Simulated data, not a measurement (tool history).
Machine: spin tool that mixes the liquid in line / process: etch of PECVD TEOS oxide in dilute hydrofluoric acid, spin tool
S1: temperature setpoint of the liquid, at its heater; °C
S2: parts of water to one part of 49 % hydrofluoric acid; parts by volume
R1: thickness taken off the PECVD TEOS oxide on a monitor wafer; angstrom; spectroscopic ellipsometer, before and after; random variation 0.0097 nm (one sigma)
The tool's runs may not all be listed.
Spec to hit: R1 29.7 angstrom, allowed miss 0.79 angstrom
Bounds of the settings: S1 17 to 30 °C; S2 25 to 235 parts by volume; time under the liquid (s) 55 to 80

{"run": 1, "hour": 0.0, "S1": 22, "S2": 130, "time under the liquid (s)": 80, "R1": 53.87}
{"run": 2, "hour": 3.0, "S1": 22, "S2": 130, "time under the liquid (s)": 80, "R1": 54.116}
{"run": 3, "hour": 11.9, "S1": 22, "S2": 170, "time under the liquid (s)": 80, "R1": 39.27}
{"run": 4, "hour": 17.9, "S1": 22, "S2": 170, "time under the liquid (s)": 55, "R1": 27.236}
{"run": 5, "hour": 19.9, "S1": 19, "S2": 170, "time under the liquid (s)": 55, "R1": 24.031}
{"run": 6, "hour": 26.5, "S1": 19, "S2": 170, "time under the liquid (s)": 55, "R1": 24.165}
{"run": 7, "hour": 33.8, "S1": 23, "S2": 170, "time under the liquid (s)": 55, "R1": 28.223}
{"run": 8, "hour": 36.7, "S1": 23.5, "S2": 170, "time under the liquid (s)": 55, "R1": 28.62}

Next run, 5 choices. One meets every target within its allowed miss, the rest don't. Which?
{"run": "A", "hour": 39.6, "S1": 19, "S2": 170, "time under the liquid (s)": 65, "R1": "?"}
{"run": "B", "hour": 39.6, "S1": 22, "S2": 180, "time under the liquid (s)": 60, "R1": "?"}
{"run": "C", "hour": 39.6, "S1": 22, "S2": 175, "time under the liquid (s)": 55, "R1": "?"}
{"run": "D", "hour": 39.6, "S1": 21.5, "S2": 170, "time under the liquid (s)": 55, "R1": "?"}
{"run": "E", "hour": 39.6, "S1": 25, "S2": 185, "time under the liquid (s)": 60, "R1": "?"}

move=A R1=28.552
move=B R1=27.696
move=C R1=26.251
move=D R1=26.648
move=E R1=30.001
A: misses by more than the last run did
B: misses by more than the last run did
C: misses by more than the last run did
D: misses by more than the last run did
E: hits every target within its allowed miss
Correct choice: E, which meets every target
